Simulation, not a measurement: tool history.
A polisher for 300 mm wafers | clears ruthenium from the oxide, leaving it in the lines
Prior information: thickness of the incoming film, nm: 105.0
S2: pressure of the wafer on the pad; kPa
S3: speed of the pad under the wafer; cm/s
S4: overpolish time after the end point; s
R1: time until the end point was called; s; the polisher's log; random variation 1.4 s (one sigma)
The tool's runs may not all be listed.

run 1 hour=0.0 | flow_of_slurry_(ml/min)=275 S2=11.7 S3=80 S4=10 | R1=125.88
run 2 hour=5.8 | flow_of_slurry_(ml/min)=275 S2=10.3 S3=80 S4=10 | R1=144.48
run 3 hour=14.0 | flow_of_slurry_(ml/min)=275 S2=11.0 S3=80 S4=10 | R1=132.60
run 4 hour=16.0 | flow_of_slurry_(ml/min)=275 S2=11.0 S3=80 S4=10 | R1=135.90
run 5 hour=22.2 | flow_of_slurry_(ml/min)=330 S2=11.0 S3=80 S4=10 | R1=130.18
run 6 hour=30.9 | flow_of_slurry_(ml/min)=280 S2=11.0 S3=80 S4=10 | R1=134.24
run 7 hour=36.3 | flow_of_slurry_(ml/min)=285 S2=12.4 S3=80 S4=10 | R1=117.47

What will run 8 give?
run 8 hour=39.1 | flow_of_slurry_(ml/min)=285 S2=12.4 S3=80 S4=10 | R1=?

{"run 8": {"R1": 119.38}}
